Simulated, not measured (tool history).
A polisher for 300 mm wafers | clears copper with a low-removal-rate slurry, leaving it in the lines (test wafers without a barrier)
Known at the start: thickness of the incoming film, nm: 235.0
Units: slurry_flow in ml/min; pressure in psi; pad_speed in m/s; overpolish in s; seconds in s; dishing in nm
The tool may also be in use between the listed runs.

run 1 day=0 | slurry_flow=185 pressure=2.1 pad_speed=1.12 slurry_solids=1 overpolish=28 | seconds=100.36 dishing=32.95
run 2 day=0.317 | slurry_flow=185 pressure=2.2 pad_speed=1.12 slurry_solids=1 overpolish=27 | seconds=97.429 dishing=32.704
run 3 day=0.433 | slurry_flow=185 pressure=2.2 pad_speed=1.26 slurry_solids=1 overpolish=27 | seconds=86.437 dishing=35.258
run 4 day=0.642 | slurry_flow=185 pressure=2.2 pad_speed=1.52 slurry_solids=1 overpolish=27 | seconds=71.695 dishing=39.046
run 5 day=0.912 | slurry_flow=185 pressure=2.2 pad_speed=1.52 slurry_solids=1 overpolish=17 | seconds=70.622 dishing=29.507
run 6 day=0.958 | slurry_flow=185 pressure=2.2 pad_speed=1.52 slurry_solids=1 overpolish=19 | seconds=72.098 dishing=31.339
run 7 day=1.238 | slurry_flow=185 pressure=2.2 pad_speed=1.52 slurry_solids=1 overpolish=20 | seconds=69.957 dishing=32.138

Run 8 comes next. What will it give?
run 8 day=1.308 | slurry_flow=185 pressure=2.2 pad_speed=1.52 slurry_solids=1 overpolish=21 | seconds=? dishing=?

seconds: 71.193 s
dishing: 33.768 nm

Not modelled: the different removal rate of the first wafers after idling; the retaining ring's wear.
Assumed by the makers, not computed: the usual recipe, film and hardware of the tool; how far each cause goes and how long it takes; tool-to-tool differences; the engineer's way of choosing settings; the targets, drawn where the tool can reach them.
